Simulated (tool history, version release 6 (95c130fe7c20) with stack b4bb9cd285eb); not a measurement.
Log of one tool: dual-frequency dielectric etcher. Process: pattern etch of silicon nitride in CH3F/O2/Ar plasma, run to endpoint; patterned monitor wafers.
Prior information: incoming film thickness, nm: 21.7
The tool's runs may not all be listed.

run,hour,source power (W),bias power (W),endpoint time (s)
1,0.0,490,85,28.124
2,4.7,520,87,27.031
3,10.0,540,88,27.131
4,12.6,560,92,26.831
5,16.0,560,79,28.004
6,22.8,580,85,26.675

What will run 7 give?
7,28.5,600,88,?

Run 7 measured endpoint time (s) 26.002.

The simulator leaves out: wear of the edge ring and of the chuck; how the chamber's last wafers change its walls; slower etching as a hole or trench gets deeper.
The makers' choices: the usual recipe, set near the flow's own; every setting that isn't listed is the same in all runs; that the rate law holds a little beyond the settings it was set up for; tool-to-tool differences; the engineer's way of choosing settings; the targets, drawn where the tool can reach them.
